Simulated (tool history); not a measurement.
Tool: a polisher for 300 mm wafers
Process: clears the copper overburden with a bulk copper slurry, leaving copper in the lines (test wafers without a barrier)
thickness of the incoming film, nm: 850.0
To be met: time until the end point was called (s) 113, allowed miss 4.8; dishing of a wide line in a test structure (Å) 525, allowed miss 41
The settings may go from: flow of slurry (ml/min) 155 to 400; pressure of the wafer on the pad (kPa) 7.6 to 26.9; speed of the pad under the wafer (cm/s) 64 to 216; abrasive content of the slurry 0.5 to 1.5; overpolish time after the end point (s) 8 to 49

run  hour  flow of slurry (ml/min)  pressure of the wafer on the pad (kPa)  speed of the pad under the wafer (cm/s)  abrasive content of the slurry  overpolish time after the end point (s)  time until the end point was called (s)  dishing of a wide line in a test structure (Å)
  1     0                      255                                    17.2                                      140                               1                                       25                                   84.219                                          833.66
  2     5                      255                                    17.2                                      140                               1                                       29                                   84.717                                          866.11
  3   9.3                      255                                    17.2                                      140                               1                                       40                                   81.339                                          886.39
  4    14                      255                                    17.2                                      168                               1                                       40                                    73.39                                          968.42
  5  15.4                      255                                    13.8                                      168                               1                                       40                                   94.654                                          834.78
     18.7  -- slurry nozzle cleaned
  6  18.7                      285                                    13.1                                      170                             1.1                                       34                                   86.153                                          848.06
  7  21.9                      260                                    12.4                                      176                             1.1                                       29                                   88.789                                          754.61
  8  25.5                      245                                    11.7                                      176                             1.1                                       26                                   95.016                                          772.09
  9  30.7                      275                                      11                                      176                            1.05                                       22                                   101.24                                           683.8
 10  37.8                      290                                    10.3                                      178                               1                                       19                                   108.05                                          583.66

4 next moves are on the table. One of them brings every result within its allowed miss. Which?
  A  44.9                      330                                      11                                      178                            1.05                                       15                                        ?                                               ?
  B  44.9                      345                                      11                                      172                            1.05                                       12                                        ?                                               ?
  C  44.9                      375                                       9                                      202                            0.95                                       15                                        ?                                               ?
  D  44.9                      295                                    10.3                                      202                            0.95                                       16                                        ?                                               ?

move  time until the end point was called (s)  dishing of a wide line in a test structure (Å)
   A                                   100.59                                           585.7
   B                                   102.48                                          513.82
   C                                   115.04                                          523.45
   D                                   102.54                                           590.2
A: further off than the last run
B: brings the result that was furthest off to its target, and leaves another outside
C: meets every target
D: further off than the last run
Move C is the one to make.
